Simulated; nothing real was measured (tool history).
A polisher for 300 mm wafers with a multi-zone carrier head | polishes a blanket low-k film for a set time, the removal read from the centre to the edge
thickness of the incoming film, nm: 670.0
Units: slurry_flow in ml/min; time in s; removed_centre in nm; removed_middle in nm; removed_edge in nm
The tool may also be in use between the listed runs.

run  hour  slurry_flow  centre_zone  middle_zone  edge_zone  slurry_solids  time  removed_centre  removed_middle  removed_edge
  1   0.0          295         1.00         1.00       1.00           1.00    35         14.0420         13.6920       13.5450
  2   6.2          295         0.97         1.00       1.00           1.00    35         13.8480         14.1100       13.4430
  3   9.4          295         0.97         1.00       1.00           0.80    35         11.8540         12.0640       11.4840
  4  11.1          280         0.94         0.99       1.03           0.75    34         10.3470         11.1920       10.9010
  5  14.3          280         0.94         0.99       0.98           0.75    34         10.6460         10.9840       10.5880
  6  19.0          280         0.94         0.95       0.98           0.75    34         10.5460         10.7470       10.5850
  7  20.2          215         0.84         0.96       1.05           0.50    31          5.6990          6.5716        6.6912
  8  22.2          260         0.84         0.97       1.07           0.50    31          5.8806          6.8335        6.8409
  9  27.6          260         0.85         0.98       1.10           0.55    31          6.5882          7.4587        7.7528

Forecast run 10:
 10  34.4          285         0.85         1.00       1.12           0.55    31               ?               ?             ?

removed_centre: 6.5986 nm
removed_middle: 7.7342 nm
removed_edge: 7.7305 nm

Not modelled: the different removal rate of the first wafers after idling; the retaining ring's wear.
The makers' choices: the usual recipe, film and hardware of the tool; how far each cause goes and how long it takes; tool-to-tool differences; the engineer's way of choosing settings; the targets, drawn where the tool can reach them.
